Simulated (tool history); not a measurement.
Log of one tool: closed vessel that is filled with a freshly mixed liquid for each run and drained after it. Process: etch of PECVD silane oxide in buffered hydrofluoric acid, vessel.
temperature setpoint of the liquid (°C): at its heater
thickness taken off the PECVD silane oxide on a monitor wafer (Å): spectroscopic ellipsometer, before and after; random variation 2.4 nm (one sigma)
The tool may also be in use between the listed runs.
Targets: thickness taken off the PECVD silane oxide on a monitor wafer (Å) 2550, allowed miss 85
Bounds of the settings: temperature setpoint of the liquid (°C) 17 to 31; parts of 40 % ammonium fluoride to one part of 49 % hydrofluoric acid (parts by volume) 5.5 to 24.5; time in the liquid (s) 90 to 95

run	hour	temperature setpoint of the liquid (°C)	parts of 40 % ammonium fluoride to one part of 49 % hydrofluoric acid (parts by volume)	time in the liquid (s)	thickness taken off the PECVD silane oxide on a monitor wafer (Å)
1	0	23	15	90	1896.2
2	8	23	15	90	1872.8
3	14.7	26.5	15	90	2347.8
4	23.4	26.5	15	90	2293.4
5	28.1	24	15	90	1997.5
6	34.9	22.5	15	90	1847.7
7	40.1	23	15	90	1905.1
8	45.4	23.5	15	90	1974.4
9	48	24	15	90	2012.8
10	53.7	24.5	15	90	2046.9
11	55.3	25	15	90	2137.6
12	58.1	25.5	15	90	2238.2
13	59.8	26.5	15	90	2309.6
# hour 68.2: hydrofluoric acid flow meter replaced
14	68.2	27.5	15	90	2267.6
15	72.4	28	15	90	2335.7
16	73.8	29	15	90	2436.9

Which of these 4 next moves meets every target?
A	75.2	28	16	95	?
B	75.2	31	14.5	90	?
C	75.2	30.5	14	90	?
D	75.2	25.5	12.5	95	?

move	thickness taken off the PECVD silane oxide on a monitor wafer (Å)
A	2308.8
B	2822
C	2845.2
D	2571.7
A: further off than the last run
B: takes the result that was furthest off past its target
C: takes the result that was furthest off past its target
D: meets every target
Answer: D

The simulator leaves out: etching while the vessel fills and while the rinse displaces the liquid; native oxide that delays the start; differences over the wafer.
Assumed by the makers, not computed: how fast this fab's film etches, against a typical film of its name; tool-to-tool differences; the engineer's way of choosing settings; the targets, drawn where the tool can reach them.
